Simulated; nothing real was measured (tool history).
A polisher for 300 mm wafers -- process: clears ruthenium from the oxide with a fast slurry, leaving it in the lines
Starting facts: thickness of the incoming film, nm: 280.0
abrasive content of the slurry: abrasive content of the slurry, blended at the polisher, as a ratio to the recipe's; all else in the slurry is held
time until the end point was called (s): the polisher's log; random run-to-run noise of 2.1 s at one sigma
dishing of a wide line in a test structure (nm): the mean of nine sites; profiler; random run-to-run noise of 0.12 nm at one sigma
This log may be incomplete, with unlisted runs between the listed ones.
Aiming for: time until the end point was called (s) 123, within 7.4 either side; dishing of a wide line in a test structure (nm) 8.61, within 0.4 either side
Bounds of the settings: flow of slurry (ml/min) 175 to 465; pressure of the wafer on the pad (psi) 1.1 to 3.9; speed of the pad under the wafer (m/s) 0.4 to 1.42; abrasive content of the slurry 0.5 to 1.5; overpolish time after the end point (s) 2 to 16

run  hour  flow of slurry (ml/min)  pressure of the wafer on the pad (psi)  speed of the pad under the wafer (m/s)  abrasive content of the slurry  overpolish time after the end point (s)  time until the end point was called (s)  dishing of a wide line in a test structure (nm)
  1     0                      295                                     2.5                                     0.9                               1                                        8                                   104.41                                           20.026
  2   6.4                      295                                     2.5                                       1                               1                                        8                                   94.171                                           22.145
  3  11.3                      295                                     2.5                                       1                               1                                        5                                   91.522                                           14.131
  4  18.7                      295                                     2.5                                       1                             0.9                                        5                                   96.524                                           13.204
     19.8  -- slurry blender recalibrated
  5  19.8                      295                                     2.5                                    1.14                             0.9                                        5                                   75.343                                            17.02
  6  28.7                      295                                     2.3                                    1.14                             0.9                                        5                                   81.695                                            15.95
  7  36.9                      295                                     2.2                                    1.12                             0.9                                        5                                   85.387                                           15.112
  8  40.9                      300                                     1.5                                    1.06                             0.9                                        3                                   124.43                                           6.2524

Next run, 5 choices. One meets every target within its allowed miss, the rest don't. Which?
  A  44.9                      295                                     1.3                                     1.2                             0.9                                        2                                        ?                                                ?
  B  44.9                      310                                     1.6                                    0.96                            1.05                                        2                                        ?                                                ?
  C  44.9                      265                                     1.6                                       1                            1.05                                        2                                        ?                                                ?
  D  44.9                      315                                     1.4                                    1.04                            0.95                                        5                                        ?                                                ?
  E  44.9                      310                                     1.5                                    1.02                            1.05                                        4                                        ?                                                ?

move  time until the end point was called (s)  dishing of a wide line in a test structure (nm)
   A                                    125.4                                            4.256
   B                                   122.18                                           4.3677
   C                                   119.09                                             4.48
   D                                   131.72                                           10.041
   E                                   121.36                                           8.7357
A: moves away from the targets compared with the last run
B: moves away from the targets compared with the last run
C: moves away from the targets compared with the last run
D: pushes the last run's worst result past its target
E: every result within its allowed miss
Answer: E

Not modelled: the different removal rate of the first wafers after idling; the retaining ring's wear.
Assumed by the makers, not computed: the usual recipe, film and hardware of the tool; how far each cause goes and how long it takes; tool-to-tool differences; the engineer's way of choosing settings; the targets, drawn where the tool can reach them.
